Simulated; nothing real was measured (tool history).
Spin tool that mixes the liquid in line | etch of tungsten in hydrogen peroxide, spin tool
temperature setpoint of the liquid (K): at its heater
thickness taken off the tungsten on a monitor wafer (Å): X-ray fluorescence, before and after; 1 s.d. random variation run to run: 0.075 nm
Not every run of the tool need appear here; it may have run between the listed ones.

| run | day | temperature setpoint of the liquid (K) | concentration of hydrogen peroxide in the mixed liquid (% by weight) | time under the liquid (s) | thickness taken off the tungsten on a monitor wafer (Å) |
|---|---|---|---|---|---|
| 1 | 0.000 | 319.15 | 17.5 | 15 | 230.04 |
| 2 | 0.071 | 317.65 | 17.5 | 15 | 209.86 |
| 3 | 0.354 | 316.65 | 17.5 | 15 | 195.46 |
| 4 | 0.700 | 316.65 | 17.5 | 15 | 198.32 |
| 5 | 1.067 | 315.65 | 17.5 | 15 | 184.80 |
| 6 | 1.246 | 321.65 | 17.5 | 15 | 266.48 |
| 7 | 1.492 | 320.15 | 17.5 | 15 | 247.59 |
| 8 | 1.688 | 318.65 | 17.5 | 15 | 220.75 |
| 9 | 2.050 | 317.15 | 17.5 | 15 | 203.04 |

For run 10, what comes out?
| 10 | 2.325 | 309.15 | 17.5 | 15 | ? |

{"run 10": {"thickness taken off the tungsten on a monitor wafer (Å)": 121.21}}
